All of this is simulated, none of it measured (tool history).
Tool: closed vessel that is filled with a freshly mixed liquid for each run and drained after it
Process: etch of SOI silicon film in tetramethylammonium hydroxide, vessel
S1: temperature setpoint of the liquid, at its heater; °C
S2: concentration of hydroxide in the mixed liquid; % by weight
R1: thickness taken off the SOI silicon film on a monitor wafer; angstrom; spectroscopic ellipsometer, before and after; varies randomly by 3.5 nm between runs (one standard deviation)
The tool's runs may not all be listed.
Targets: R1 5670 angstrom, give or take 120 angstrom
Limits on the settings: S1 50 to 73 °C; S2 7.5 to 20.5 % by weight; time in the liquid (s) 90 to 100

Run 1, hour 0: S1 60 °C, S2 14 % by weight, time in the liquid (s) 90. Result: R1 3179.9 angstrom.
Run 2, hour 6.2: S1 62 °C, S2 14 % by weight, time in the liquid (s) 90. Result: R1 3595.3 angstrom.
Run 3, hour 9.6: S1 59 °C, S2 14 % by weight, time in the liquid (s) 90. Result: R1 2953.9 angstrom.
Run 4, hour 16: S1 59 °C, S2 14 % by weight, time in the liquid (s) 90. Result: R1 2991.8 angstrom.
Run 5, hour 20: S1 59 °C, S2 16.5 % by weight, time in the liquid (s) 90. Result: R1 2750.6 angstrom.
Run 6, hour 21.3: S1 61.5 °C, S2 16.5 % by weight, time in the liquid (s) 90. Result: R1 3275.2 angstrom.
Run 7, hour 27.2: S1 63.5 °C, S2 16.5 % by weight, time in the liquid (s) 90. Result: R1 3607.6 angstrom.
Run 8, hour 32.6: S1 65 °C, S2 16.5 % by weight, time in the liquid (s) 90. Result: R1 3994.7 angstrom.
Run 9, hour 36.7: S1 66.5 °C, S2 16.5 % by weight, time in the liquid (s) 90. Result: R1 4383.8 angstrom.
Run 10, hour 38.2: S1 67.5 °C, S2 16.5 % by weight, time in the liquid (s) 90. Result: R1 4655.5 angstrom.
Run 11, hour 42.4: S1 68 °C, S2 16.5 % by weight, time in the liquid (s) 90. Result: R1 4766.2 angstrom.
Run 12, hour 47.4: S1 68.5 °C, S2 16.5 % by weight, time in the liquid (s) 90. Result: R1 4943.8 angstrom.
Run 13, hour 54.8: S1 69 °C, S2 16.5 % by weight, time in the liquid (s) 90. Result: R1 5103.5 angstrom.
Run 14, hour 62.7: S1 69.5 °C, S2 16.5 % by weight, time in the liquid (s) 90. Result: R1 5202 angstrom.
Run 15, hour 65.3: S1 70 °C, S2 16.5 % by weight, time in the liquid (s) 90. Result: R1 5459.1 angstrom.

4 candidate next runs follow, results not yet known. Just one meets every target within its allowed miss. Identify it.
Run A, hour 67.9: S1 69 °C, S2 16 % by weight, time in the liquid (s) 95. Result: R1 ?.
Run B, hour 67.9: S1 70 °C, S2 17 % by weight, time in the liquid (s) 95. Result: R1 ?.
Run C, hour 67.9: S1 71.5 °C, S2 16.5 % by weight, time in the liquid (s) 90. Result: R1 ?.
Run D, hour 67.9: S1 69.5 °C, S2 17.5 % by weight, time in the liquid (s) 90. Result: R1 ?.

move      R1
   A  5454.9
   B  5661.2
   C  5919.1
   D  5150.7
A: no better and no worse than the last run
B: every result lands within tolerance
C: carries the result that was furthest off beyond its target, to the other side
D: its largest miss is bigger than the last run's
Go with B: it meets all targets.
